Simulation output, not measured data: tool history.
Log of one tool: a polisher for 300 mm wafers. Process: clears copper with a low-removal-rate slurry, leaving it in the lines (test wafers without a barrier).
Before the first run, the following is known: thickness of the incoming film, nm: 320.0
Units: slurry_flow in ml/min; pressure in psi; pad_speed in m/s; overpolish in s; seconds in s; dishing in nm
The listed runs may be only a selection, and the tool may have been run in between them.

Run 1, day 0.000: slurry_flow 280 ml/min, pressure 2.5 psi, pad_speed 1.38 m/s, slurry_solids 1.00, overpolish 13 s. Result: seconds 108.110 s, dishing 25.606 nm.
Run 2, day 0.283: slurry_flow 280 ml/min, pressure 2.6 psi, pad_speed 1.38 m/s, slurry_solids 1.00, overpolish 13 s. Result: seconds 104.090 s, dishing 27.023 nm.
Run 3, day 0.567: slurry_flow 280 ml/min, pressure 2.6 psi, pad_speed 1.38 m/s, slurry_solids 1.10, overpolish 13 s. Result: seconds 100.790 s, dishing 27.474 nm.
Run 4, day 0.817: slurry_flow 280 ml/min, pressure 2.6 psi, pad_speed 1.38 m/s, slurry_solids 1.25, overpolish 13 s. Result: seconds 99.119 s, dishing 28.261 nm.
Run 5, day 1.096: slurry_flow 280 ml/min, pressure 2.7 psi, pad_speed 1.38 m/s, slurry_solids 1.25, overpolish 13 s. Result: seconds 95.792 s, dishing 27.775 nm.
Run 6, day 1.142: slurry_flow 280 ml/min, pressure 2.7 psi, pad_speed 1.70 m/s, slurry_solids 1.25, overpolish 13 s. Result: seconds 78.707 s, dishing 34.908 nm.
Run 7, day 1.371: slurry_flow 275 ml/min, pressure 2.7 psi, pad_speed 1.70 m/s, slurry_solids 1.25, overpolish 15 s. Result: seconds 78.798 s, dishing 38.847 nm.

Forecast run 8:
Run 8, day 1.692: slurry_flow 275 ml/min, pressure 2.7 psi, pad_speed 1.70 m/s, slurry_solids 1.25, overpolish 16 s. Result: seconds ?, dishing ?.

Logged for run 8: seconds 77.827 s, dishing 39.749 nm.
